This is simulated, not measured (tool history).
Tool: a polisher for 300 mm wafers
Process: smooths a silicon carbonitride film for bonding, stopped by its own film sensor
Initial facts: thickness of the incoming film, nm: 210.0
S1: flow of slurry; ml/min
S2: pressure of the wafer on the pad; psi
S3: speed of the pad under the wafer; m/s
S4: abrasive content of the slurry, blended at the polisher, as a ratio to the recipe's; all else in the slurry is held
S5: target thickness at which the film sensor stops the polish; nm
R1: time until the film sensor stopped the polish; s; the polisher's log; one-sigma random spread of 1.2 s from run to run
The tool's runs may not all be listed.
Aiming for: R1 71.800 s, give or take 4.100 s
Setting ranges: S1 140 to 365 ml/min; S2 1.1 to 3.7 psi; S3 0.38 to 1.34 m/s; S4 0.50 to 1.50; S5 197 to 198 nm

run	hour	S1	S2	S3	S4	S5	R1
1	0.0	235	2.4	0.86	1.00	197	40.654
2	7.1	270	2.4	0.86	1.00	197	40.707
3	8.0	270	2.1	0.84	1.00	197	46.556
4	11.3	270	1.8	0.82	1.00	197	52.745
5	17.2	270	1.6	0.80	1.00	197	63.167
6	23.5	270	1.8	0.80	1.00	197	56.987
7	29.9	270	1.8	0.80	1.00	197	55.916
8	32.8	270	1.7	0.80	1.00	197	59.644
9	39.0	270	1.3	0.78	1.00	197	78.108
10	43.2	275	1.3	0.78	1.00	197	75.978

Pick the move, out of 4, that brings all results within their allowed miss; only one does.
A	47.4	285	1.3	0.66	1.05	198	?
B	47.4	270	1.2	0.80	0.95	197	?
C	47.4	230	1.2	0.94	1.00	197	?
D	47.4	290	1.1	0.84	1.20	197	?

move	R1
A	79.904
B	84.243
C	73.602
D	78.757
A: lands further from the targets than the last run did
B: lands further from the targets than the last run did
C: every result within its allowed miss
D: lands further from the targets than the last run did
Correct choice: C, which meets every target

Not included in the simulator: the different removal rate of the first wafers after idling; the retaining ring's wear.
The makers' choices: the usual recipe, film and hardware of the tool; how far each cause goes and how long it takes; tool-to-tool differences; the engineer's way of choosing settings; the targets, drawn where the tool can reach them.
